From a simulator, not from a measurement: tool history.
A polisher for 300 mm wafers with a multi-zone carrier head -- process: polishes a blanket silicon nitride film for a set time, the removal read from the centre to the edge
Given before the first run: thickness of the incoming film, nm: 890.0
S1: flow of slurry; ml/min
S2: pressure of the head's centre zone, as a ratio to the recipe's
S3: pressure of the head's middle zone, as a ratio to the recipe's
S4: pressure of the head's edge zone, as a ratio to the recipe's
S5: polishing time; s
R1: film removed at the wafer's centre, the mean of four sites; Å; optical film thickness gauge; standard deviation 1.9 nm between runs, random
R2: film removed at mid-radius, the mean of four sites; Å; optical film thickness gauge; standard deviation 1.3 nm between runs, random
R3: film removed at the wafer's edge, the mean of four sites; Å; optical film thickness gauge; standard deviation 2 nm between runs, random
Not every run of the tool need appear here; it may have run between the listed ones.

run  hour   S1    S2    S3    S4  S5      R1      R2      R3
  1     0  225     1     1     1  65  1799.5  1870.1  1883.2
  2   1.3  220  1.01  0.97  0.95  62  1731.8  1707.1  1747.1
  3   4.7  220  1.01  0.89  0.95  62  1759.4  1604.1    1740
  4  11.7  200  1.01  0.89  0.95  62  1749.9  1564.5  1775.2
  5  16.9  170  1.01  0.89  0.95  62  1670.1  1535.7  1661.1
  6  23.5  170  1.01  0.89  0.92  62  1680.8    1538  1674.1
  7  26.7  160  1.02  0.91  0.89  61  1643.5  1536.2  1606.4

The next listed run, before its measurement:
  8  28.1  155  1.03  0.91  0.87  60   ?   ?   ?

Run 8 gave R1 1617.9 Å, R2 1489.3 Å, R3 1540.7 Å.
